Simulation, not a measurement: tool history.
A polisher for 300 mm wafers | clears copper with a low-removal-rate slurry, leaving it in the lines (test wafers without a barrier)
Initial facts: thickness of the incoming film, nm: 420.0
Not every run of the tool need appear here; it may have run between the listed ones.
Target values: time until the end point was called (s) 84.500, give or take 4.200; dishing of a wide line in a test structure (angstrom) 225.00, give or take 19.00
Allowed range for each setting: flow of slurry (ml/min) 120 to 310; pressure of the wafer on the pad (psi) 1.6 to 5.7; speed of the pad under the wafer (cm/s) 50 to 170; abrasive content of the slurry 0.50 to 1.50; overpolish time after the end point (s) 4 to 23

| run | hour | flow of slurry (ml/min) | pressure of the wafer on the pad (psi) | speed of the pad under the wafer (cm/s) | abrasive content of the slurry | overpolish time after the end point (s) | time until the end point was called (s) | dishing of a wide line in a test structure (angstrom) |
|---|---|---|---|---|---|---|---|---|
| 1 | 0.0 | 200 | 3.6 | 110 | 1.00 | 12 | 126.910 | 291.65 |
| 2 | 5.9 | 200 | 3.6 | 110 | 1.10 | 12 | 126.700 | 282.63 |
| 3 | 6.6 | 200 | 3.6 | 122 | 1.10 | 12 | 113.610 | 314.75 |
| 4 | 11.8 | 160 | 3.6 | 122 | 1.10 | 12 | 117.650 | 315.78 |
| 5 | 15.9 | 160 | 3.6 | 122 | 1.10 | 9 | 117.770 | 242.78 |
| 6 | 23.2 | 140 | 3.6 | 122 | 1.10 | 9 | 117.140 | 230.92 |
| 7 | 29.4 | 140 | 3.9 | 122 | 1.10 | 8 | 110.390 | 225.14 |
| 8 | 37.7 | 145 | 4.2 | 122 | 1.10 | 7 | 100.650 | 230.59 |
| 9 | 45.5 | 150 | 4.4 | 122 | 1.10 | 6 | 98.007 | 198.62 |
| 10 | 52.2 | 150 | 4.6 | 122 | 1.10 | 6 | 92.467 | 209.73 |
| 11 | 54.8 | 150 | 4.7 | 122 | 1.10 | 6 | 90.978 | 214.58 |
| 12 | 59.2 | 150 | 4.8 | 122 | 1.10 | 6 | 91.620 | 219.07 |

Which of these 5 next moves meets every target?
| A | 63.6 | 205 | 5.2 | 100 | 1.00 | 6 | ? | ? |
| B | 63.6 | 165 | 3.9 | 126 | 1.25 | 7 | ? | ? |
| C | 63.6 | 170 | 4.6 | 120 | 0.85 | 6 | ? | ? |
| D | 63.6 | 155 | 4.4 | 120 | 0.85 | 8 | ? | ? |
| E | 63.6 | 205 | 5.3 | 112 | 1.05 | 6 | ? | ? |

| move | time until the end point was called (s) | dishing of a wide line in a test structure (angstrom) |
|---|---|---|
| A | 98.582 | 195.37 |
| B | 103.380 | 214.29 |
| C | 98.325 | 195.52 |
| D | 103.960 | 240.77 |
| E | 86.450 | 220.15 |
A: its largest miss is bigger than the last run's
B: its largest miss is bigger than the last run's
C: its largest miss is bigger than the last run's
D: its largest miss is bigger than the last run's
E: each result inside its tolerance
Move E is the one to make.
